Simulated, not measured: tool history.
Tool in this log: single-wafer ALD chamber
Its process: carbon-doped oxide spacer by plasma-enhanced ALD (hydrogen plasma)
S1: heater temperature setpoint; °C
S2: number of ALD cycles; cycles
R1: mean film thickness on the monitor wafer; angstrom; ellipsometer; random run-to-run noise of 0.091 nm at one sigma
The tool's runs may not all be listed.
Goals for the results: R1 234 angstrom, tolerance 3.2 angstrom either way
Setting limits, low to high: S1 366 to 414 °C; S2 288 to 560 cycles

{"run": 1, "hour": 0.0, "S1": 390, "S2": 424, "R1": 210.37}
{"run": 2, "hour": 5.8, "S1": 390, "S2": 367, "R1": 182.53}
{"run": 3, "hour": 13.5, "S1": 397, "S2": 367, "R1": 182.34}
{"run": 4, "hour": 22.0, "S1": 397, "S2": 381, "R1": 188.78}
{"run": 5, "hour": 30.4, "S1": 397, "S2": 393, "R1": 194}
{"run": 6, "hour": 36.7, "S1": 391, "S2": 393, "R1": 193.94}
{"run": 7, "hour": 44.2, "S1": 391, "S2": 404, "R1": 200.1}
{"run": 8, "hour": 50.7, "S1": 391, "S2": 413, "R1": 204.62}
{"run": 9, "hour": 59.2, "S1": 391, "S2": 421, "R1": 208.83}

Next run, 4 choices. One meets every target within its allowed miss, the rest don't. Which?
{"run": "A", "hour": 67.7, "S1": 402, "S2": 479, "R1": "?"}
{"run": "B", "hour": 67.7, "S1": 396, "S2": 484, "R1": "?"}
{"run": "C", "hour": 67.7, "S1": 389, "S2": 486, "R1": "?"}
{"run": "D", "hour": 67.7, "S1": 393, "S2": 489, "R1": "?"}

move=A R1=233.62
move=B R1=238.7
move=C R1=239.69
move=D R1=241.16
A: hits every target within its allowed miss
B: the result that was furthest off in the last run now lies on the other side of its target
C: the result that was furthest off in the last run now lies on the other side of its target
D: the result that was furthest off in the last run now lies on the other side of its target
Move A is the one to make.

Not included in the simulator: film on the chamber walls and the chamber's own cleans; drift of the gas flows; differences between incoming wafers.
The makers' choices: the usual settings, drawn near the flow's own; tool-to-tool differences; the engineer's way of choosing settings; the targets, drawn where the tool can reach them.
